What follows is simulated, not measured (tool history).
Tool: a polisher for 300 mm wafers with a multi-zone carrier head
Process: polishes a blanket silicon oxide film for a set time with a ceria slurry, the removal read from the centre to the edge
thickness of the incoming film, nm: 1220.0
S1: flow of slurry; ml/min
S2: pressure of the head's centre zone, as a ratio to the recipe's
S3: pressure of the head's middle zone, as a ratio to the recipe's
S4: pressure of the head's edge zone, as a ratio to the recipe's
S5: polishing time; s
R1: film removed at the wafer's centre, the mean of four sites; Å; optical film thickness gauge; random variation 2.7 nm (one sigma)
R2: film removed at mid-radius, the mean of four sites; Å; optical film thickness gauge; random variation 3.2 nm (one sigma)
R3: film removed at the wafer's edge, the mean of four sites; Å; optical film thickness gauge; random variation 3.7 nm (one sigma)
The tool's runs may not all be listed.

run 1 hour=0 | S1=285 S2=1 S3=1 S4=1 S5=86 | R1=3183.1 R2=3093.2 R3=3110.3
run 2 hour=6.5 | S1=285 S2=1 S3=1 S4=0.96 S5=86 | R1=3149.5 R2=3116.7 R3=3048.9
run 3 hour=12.3 | S1=300 S2=1 S3=1.04 S4=0.98 S5=91 | R1=3371.3 R2=3373.9 R3=3317.6
run 4 hour=18.1 | S1=295 S2=1 S3=1.07 S4=0.95 S5=96 | R1=3551.5 R2=3662.7 R3=3371.9
run 5 hour=24.3 | S1=295 S2=1 S3=1.07 S4=0.95 S5=79 | R1=2898.8 R2=3041.1 R3=2819.9
run 6 hour=32.7 | S1=300 S2=1 S3=1.1 S4=0.95 S5=87 | R1=3238.4 R2=3418.6 R3=3054.7
run 7 hour=41.1 | S1=305 S2=0.99 S3=1.12 S4=0.96 S5=93 | R1=3436.6 R2=3729.1 R3=3297.6
run 8 hour=44.8 | S1=315 S2=0.99 S3=1.14 S4=0.97 S5=97 | R1=3567.7 R2=3962.4 R3=3559.4
run 9 hour=46.5 | S1=325 S2=1 S3=1.15 S4=0.96 S5=100 | R1=3734.5 R2=4194.9 R3=3591.9
run 10 hour=48.3 | S1=340 S2=1.01 S3=1.16 S4=0.98 S5=102 | R1=3880.5 R2=4191.4 R3=3695.7
run 11 hour=49.6 | S1=340 S2=1.01 S3=1.17 S4=0.98 S5=105 | R1=3993.1 R2=4408.4 R3=3781.4
run 12 hour=50.2 | S1=340 S2=1.01 S3=1.17 S4=0.98 S5=107 | R1=3990.1 R2=4454.8 R3=3912.5

Run 13 comes next. What will it give?
run 13 hour=58.5 | S1=340 S2=1.01 S3=1.17 S4=0.98 S5=109 | R1=? R2=? R3=?

R1: 4128.8 Å
R2: 4626.4 Å
R3: 3960.3 Å
